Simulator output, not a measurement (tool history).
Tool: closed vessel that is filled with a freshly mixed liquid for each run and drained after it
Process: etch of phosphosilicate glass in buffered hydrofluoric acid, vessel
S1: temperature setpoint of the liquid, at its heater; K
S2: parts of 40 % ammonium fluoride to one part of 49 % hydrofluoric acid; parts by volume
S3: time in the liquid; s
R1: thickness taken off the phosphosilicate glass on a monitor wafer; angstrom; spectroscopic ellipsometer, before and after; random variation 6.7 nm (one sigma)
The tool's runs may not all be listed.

{"run": 1, "day": 0.0, "S1": 296.15, "S2": 12.5, "S3": 85, "R1": 4092.8}
{"run": 2, "day": 0.262, "S1": 296.15, "S2": 12.5, "S3": 85, "R1": 4164.3}
{"run": 3, "day": 0.462, "S1": 297.15, "S2": 12.5, "S3": 85, "R1": 4363.4}
{"run": 4, "day": 0.733, "S1": 297.15, "S2": 12.5, "S3": 85, "R1": 4421.7}
{"run": 5, "day": 0.95, "S1": 298.15, "S2": 12.5, "S3": 85, "R1": 4580.7}
{"run": 6, "day": 1.167, "S1": 298.15, "S2": 9, "S3": 85, "R1": 6275.4}

Forecast run 7:
{"run": 7, "day": 1.308, "S1": 298.65, "S2": 9, "S3": 85, "R1": "?"}

R1: 6420.1 angstrom
